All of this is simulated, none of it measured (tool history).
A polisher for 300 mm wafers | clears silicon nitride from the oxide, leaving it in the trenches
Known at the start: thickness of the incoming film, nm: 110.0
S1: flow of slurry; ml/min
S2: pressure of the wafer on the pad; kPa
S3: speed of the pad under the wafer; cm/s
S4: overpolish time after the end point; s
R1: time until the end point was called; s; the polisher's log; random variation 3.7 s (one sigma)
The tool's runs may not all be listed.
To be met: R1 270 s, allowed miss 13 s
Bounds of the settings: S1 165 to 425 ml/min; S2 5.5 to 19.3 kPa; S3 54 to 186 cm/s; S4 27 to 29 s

run,hour,S1,S2,S3,S4,R1
1,0,275,12.4,118,27,198.52
2,6.9,275,11.7,118,27,209.17
3,12.5,275,11,118,27,228.91
4,20.6,275,11,144,27,184.19
5,25.4,275,13.8,144,27,150.25
6,30.8,275,13.8,114,27,182.51
7,39.6,275,13.1,114,27,198.44
8,46.9,275,12.4,114,27,209.55
9,54.2,275,11.7,114,27,214.5
10,55.4,275,11.7,114,27,212.45
11,56.7,275,11,114,27,235.42
12,62.3,275,10.3,114,27,240.07

Which of these 5 next moves meets every target?
A,67.9,255,10.3,114,27,?
B,67.9,230,9.7,126,29,?
C,67.9,195,11,110,27,?
D,67.9,280,10.3,110,29,?
E,67.9,345,9,114,27,?

move,R1
A,244.67
B,240.85
C,244.78
D,250.51
E,272.72
A: nearer than the last run, and not there yet
B: as far off as the last run
C: nearer than the last run, and not there yet
D: nearer than the last run, and not there yet
E: meets every target
The right move is E.
